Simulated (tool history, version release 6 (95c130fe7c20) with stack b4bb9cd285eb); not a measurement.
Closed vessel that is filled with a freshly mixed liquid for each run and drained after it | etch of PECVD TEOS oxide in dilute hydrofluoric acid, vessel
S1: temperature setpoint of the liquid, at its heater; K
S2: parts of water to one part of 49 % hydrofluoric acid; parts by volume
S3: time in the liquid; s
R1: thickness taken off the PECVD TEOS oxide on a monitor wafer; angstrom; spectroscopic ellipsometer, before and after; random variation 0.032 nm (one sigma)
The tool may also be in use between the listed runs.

run 1 hour=0 | S1=294.15 S2=155 S3=190 | R1=124.54
run 2 hour=7.5 | S1=294.15 S2=155 S3=190 | R1=125.14
run 3 hour=8.6 | S1=293.65 S2=165 S3=190 | R1=114.52
run 4 hour=13.4 | S1=293.15 S2=170 S3=190 | R1=108.33
run 5 hour=14.3 | S1=293.15 S2=210 S3=190 | R1=83.346
run 6 hour=18.1 | S1=292.65 S2=210 S3=190 | R1=81.994
run 7 hour=22.4 | S1=292.15 S2=210 S3=190 | R1=80.373
run 8 hour=26.3 | S1=292.15 S2=210 S3=190 | R1=80.793

Run 9 comes next. What will it give?
run 9 hour=31.9 | S1=291.65 S2=210 S3=190 | R1=?

R1: 79.577 angstrom

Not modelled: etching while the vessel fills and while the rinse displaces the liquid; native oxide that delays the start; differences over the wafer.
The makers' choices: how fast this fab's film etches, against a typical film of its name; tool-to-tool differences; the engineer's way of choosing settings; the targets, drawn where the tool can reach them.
